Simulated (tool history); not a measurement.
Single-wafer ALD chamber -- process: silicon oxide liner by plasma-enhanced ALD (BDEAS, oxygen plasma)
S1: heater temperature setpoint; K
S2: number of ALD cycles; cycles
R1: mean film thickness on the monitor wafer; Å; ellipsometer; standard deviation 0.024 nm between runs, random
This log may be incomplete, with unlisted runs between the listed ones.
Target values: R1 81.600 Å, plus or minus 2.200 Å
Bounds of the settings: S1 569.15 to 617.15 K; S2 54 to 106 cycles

run 1 day=0.000 | S1=593.15 S2=80 | R1=70.742
run 2 day=0.200 | S1=593.15 S2=84 | R1=74.219
run 3 day=0.538 | S1=599.15 S2=84 | R1=73.822
run 4 day=0.892 | S1=599.15 S2=87 | R1=76.572
run 5 day=1.050 | S1=607.15 S2=87 | R1=75.775
run 6 day=1.400 | S1=607.15 S2=89 | R1=77.123
run 7 day=1.767 | S1=607.15 S2=90 | R1=78.250
run 8 day=1.946 | S1=607.15 S2=91 | R1=78.985

Pick the move, out of 5, that brings all results within their allowed miss; only one does.
run A day=2.125 | S1=611.15 S2=89 | R1=?
run B day=2.125 | S1=607.15 S2=88 | R1=?
run C day=2.125 | S1=603.15 S2=93 | R1=?
run D day=2.125 | S1=605.15 S2=88 | R1=?
run E day=2.125 | S1=617.15 S2=86 | R1=?

move=A R1=76.753
move=B R1=76.284
move=C R1=81.033
move=D R1=76.480
move=E R1=73.590
A: moves away from the targets compared with the last run
B: moves away from the targets compared with the last run
C: in spec on every target
D: moves away from the targets compared with the last run
E: moves away from the targets compared with the last run
C is the move that brings every result within its allowed miss.

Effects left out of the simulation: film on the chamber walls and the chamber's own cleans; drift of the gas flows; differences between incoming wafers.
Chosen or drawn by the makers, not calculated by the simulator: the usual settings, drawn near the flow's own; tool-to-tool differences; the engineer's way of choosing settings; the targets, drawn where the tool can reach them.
